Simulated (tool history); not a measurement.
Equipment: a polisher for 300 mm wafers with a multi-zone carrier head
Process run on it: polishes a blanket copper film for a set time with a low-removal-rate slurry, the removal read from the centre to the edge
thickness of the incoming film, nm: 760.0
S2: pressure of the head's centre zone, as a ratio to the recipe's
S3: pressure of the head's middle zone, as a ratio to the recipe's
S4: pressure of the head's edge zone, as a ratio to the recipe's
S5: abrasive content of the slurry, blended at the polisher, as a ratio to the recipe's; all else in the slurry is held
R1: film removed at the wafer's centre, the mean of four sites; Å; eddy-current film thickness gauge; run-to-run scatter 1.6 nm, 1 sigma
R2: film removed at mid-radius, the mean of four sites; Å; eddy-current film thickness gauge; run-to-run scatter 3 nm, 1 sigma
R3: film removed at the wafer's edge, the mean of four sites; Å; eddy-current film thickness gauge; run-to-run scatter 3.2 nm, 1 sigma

run 1 hour=0.0 | flow_of_slurry_(ml/min)=160 S2=1.00 S3=1.00 S4=1.00 S5=1.00 polishing_time_(s)=67 | R1=1747.0 R2=1738.7 R3=1658.3
run 2 hour=8.5 | flow_of_slurry_(ml/min)=160 S2=1.00 S3=0.92 S4=1.00 S5=1.00 polishing_time_(s)=67 | R1=1733.0 R2=1648.3 R3=1717.4
run 3 hour=15.9 | flow_of_slurry_(ml/min)=160 S2=0.94 S3=0.92 S4=1.00 S5=1.00 polishing_time_(s)=67 | R1=1625.6 R2=1643.6 R3=1681.5
run 4 hour=20.0 | flow_of_slurry_(ml/min)=135 S2=0.94 S3=0.92 S4=1.00 S5=1.00 polishing_time_(s)=67 | R1=1574.6 R2=1573.9 R3=1669.0
run 5 hour=24.2 | flow_of_slurry_(ml/min)=110 S2=0.94 S3=0.92 S4=1.00 S5=1.00 polishing_time_(s)=67 | R1=1559.4 R2=1572.3 R3=1638.7
run 6 hour=33.0 | flow_of_slurry_(ml/min)=110 S2=0.99 S3=0.92 S4=1.00 S5=1.00 polishing_time_(s)=67 | R1=1641.4 R2=1582.1 R3=1679.7
run 7 hour=37.8 | flow_of_slurry_(ml/min)=105 S2=0.97 S3=0.96 S4=1.04 S5=1.15 polishing_time_(s)=72 | R1=1752.8 R2=1758.4 R3=1872.1
run 8 hour=42.1 | flow_of_slurry_(ml/min)=115 S2=0.97 S3=1.01 S4=1.07 S5=1.25 polishing_time_(s)=75 | R1=1862.7 R2=1963.9 R3=2042.7
run 9 hour=45.8 | flow_of_slurry_(ml/min)=130 S2=0.98 S3=1.04 S4=1.10 S5=1.35 polishing_time_(s)=75 | R1=1938.6 R2=2045.9 R3=2108.8
run 10 hour=49.6 | flow_of_slurry_(ml/min)=140 S2=0.98 S3=1.06 S4=1.12 S5=1.40 polishing_time_(s)=76 | R1=2011.1 R2=2141.5 R3=2150.6
run 11 hour=58.0 | flow_of_slurry_(ml/min)=140 S2=0.98 S3=1.06 S4=1.12 S5=1.40 polishing_time_(s)=76 | R1=2002.2 R2=2164.3 R3=2161.6
run 12 hour=62.5 | flow_of_slurry_(ml/min)=145 S2=0.98 S3=1.06 S4=1.14 S5=1.45 polishing_time_(s)=77 | R1=2040.7 R2=2138.4 R3=2191.9
run 13 hour=65.6 | flow_of_slurry_(ml/min)=140 S2=0.98 S3=1.07 S4=1.15 S5=1.45 polishing_time_(s)=78 | R1=2049.4 R2=2270.8 R3=2198.2
run 14 hour=66.7 | flow_of_slurry_(ml/min)=140 S2=0.97 S3=1.07 S4=1.13 S5=1.45 polishing_time_(s)=79 | R1=2051.9 R2=2233.8 R3=2238.8

The next listed run, before its measurement:
run 15 hour=71.5 | flow_of_slurry_(ml/min)=140 S2=0.97 S3=1.07 S4=1.13 S5=1.45 polishing_time_(s)=79 | R1=? R2=? R3=?

{"run 15": {"R1": 2060.3, "R2": 2179.7, "R3": 2252.8}}

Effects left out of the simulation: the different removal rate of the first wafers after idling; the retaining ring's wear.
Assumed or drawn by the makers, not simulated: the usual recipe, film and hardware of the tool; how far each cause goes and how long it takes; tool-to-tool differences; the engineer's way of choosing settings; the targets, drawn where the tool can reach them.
